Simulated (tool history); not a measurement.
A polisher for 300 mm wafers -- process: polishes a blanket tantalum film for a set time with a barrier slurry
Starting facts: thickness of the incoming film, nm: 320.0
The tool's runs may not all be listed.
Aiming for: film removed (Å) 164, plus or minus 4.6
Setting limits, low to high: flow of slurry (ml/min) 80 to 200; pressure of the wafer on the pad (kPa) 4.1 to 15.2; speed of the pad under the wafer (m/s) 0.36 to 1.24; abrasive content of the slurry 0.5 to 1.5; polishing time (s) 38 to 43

run,hour,flow of slurry (ml/min),pressure of the wafer on the pad (kPa),speed of the pad under the wafer (m/s),abrasive content of the slurry,polishing time (s),film removed (Å)
1,0,130,9.7,0.8,1,43,374.12
2,7.4,130,9.7,0.9,1,43,420.76
3,12.3,120,7.6,0.82,1,43,298.77
4,18.9,115,6.2,0.78,1,43,228.22
5,22.8,110,5.5,0.78,1,43,202.47
6,28.5,105,4.8,0.78,1,43,175.66
7,34.6,100,4.8,0.78,1,43,170.9
8,42.9,95,4.8,0.78,1,43,168.52

Which single option among these 4 for the next run brings every result within its allowed miss of target? Just one does.
A,51.2,115,5.5,0.64,0.95,42,?
B,51.2,110,4.8,0.8,1,41,?
C,51.2,115,5.5,0.66,1.1,42,?
D,51.2,80,5.5,0.82,0.9,43,?

move,film removed (Å)
A,164.96
B,175.27
C,178.48
D,181.21
A: meets every target
B: the biggest miss grows against the last run
C: the biggest miss grows against the last run
D: the biggest miss grows against the last run
Answer: A
